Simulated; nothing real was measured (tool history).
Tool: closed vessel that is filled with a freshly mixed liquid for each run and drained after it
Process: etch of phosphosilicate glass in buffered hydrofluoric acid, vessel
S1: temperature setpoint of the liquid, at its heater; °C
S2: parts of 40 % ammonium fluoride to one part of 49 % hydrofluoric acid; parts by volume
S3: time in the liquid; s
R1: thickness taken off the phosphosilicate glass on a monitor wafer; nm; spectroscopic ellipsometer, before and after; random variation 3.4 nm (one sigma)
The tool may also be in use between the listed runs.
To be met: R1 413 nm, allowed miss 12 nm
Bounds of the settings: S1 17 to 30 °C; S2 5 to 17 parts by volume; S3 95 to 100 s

run  hour    S1    S2  S3      R1
  1     0    22  10.5  95  713.79
  2   8.2    21  11.5  95  619.35
  3   9.7    21    13  95  548.11
  4  11.3    21    13  95  549.82
  5  17.4    21    13  95  547.65
  6    20    20    13  95  527.04
  7  23.1  19.5  13.5  95  479.01
  8    28    19  13.5  95  470.44
  9  36.6  18.5  13.5  95  467.41
 10  41.4    17  14.5  95  392.04

4 next moves are on the table. One of them brings every result within its allowed miss. Which?
  A  46.2    20  16.5   95   ?
  B  46.2  17.5  16.5  100   ?
  C  46.2    17    16  100   ?
  D  46.2    17    13   95   ?

move      R1
   A  404.39
   B  369.55
   C  370.21
   D  431.37
A: meets every target
B: further off than the last run
C: further off than the last run
D: takes the result that was furthest off past its target
Move A is the one to make.
